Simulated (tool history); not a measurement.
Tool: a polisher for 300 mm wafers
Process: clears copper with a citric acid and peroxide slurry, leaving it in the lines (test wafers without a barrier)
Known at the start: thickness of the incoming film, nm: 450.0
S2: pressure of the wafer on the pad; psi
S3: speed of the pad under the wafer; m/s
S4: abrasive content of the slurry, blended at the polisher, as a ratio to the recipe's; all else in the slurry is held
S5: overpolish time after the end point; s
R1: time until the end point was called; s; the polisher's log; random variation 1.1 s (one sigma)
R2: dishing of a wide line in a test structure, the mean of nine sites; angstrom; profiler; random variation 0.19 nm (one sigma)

Run 1, hour 0.0: flow of slurry (ml/min) 150, S2 3.6 psi, S3 1.30 m/s, S4 1.00, S5 17 s. Result: R1 125.75 s, R2 372.17 angstrom.
Run 2, hour 2.1: flow of slurry (ml/min) 160, S2 3.2 psi, S3 1.40 m/s, S4 1.00, S5 13 s. Result: R1 126.96 s, R2 301.48 angstrom.
Run 3, hour 3.7: flow of slurry (ml/min) 185, S2 2.7 psi, S3 1.56 m/s, S4 0.95, S5 10 s. Result: R1 125.30 s, R2 243.30 angstrom.
Run 4, hour 11.1: flow of slurry (ml/min) 200, S2 2.3 psi, S3 1.72 m/s, S4 0.80, S5 8 s. Result: R1 128.74 s, R2 196.11 angstrom.
Run 5, hour 14.9: flow of slurry (ml/min) 200, S2 2.3 psi, S3 1.72 m/s, S4 0.80, S5 15 s. Result: R1 127.90 s, R2 334.32 angstrom.
Run 6, hour 23.2: flow of slurry (ml/min) 220, S2 2.3 psi, S3 1.72 m/s, S4 0.80, S5 15 s. Result: R1 125.76 s, R2 335.81 angstrom.

Forecast run 7:
Run 7, hour 27.6: flow of slurry (ml/min) 230, S2 1.6 psi, S3 2.00 m/s, S4 0.80, S5 7 s. Result: R1 ?, R2 ?.

R1: 129.67 s
R2: 168.59 angstrom

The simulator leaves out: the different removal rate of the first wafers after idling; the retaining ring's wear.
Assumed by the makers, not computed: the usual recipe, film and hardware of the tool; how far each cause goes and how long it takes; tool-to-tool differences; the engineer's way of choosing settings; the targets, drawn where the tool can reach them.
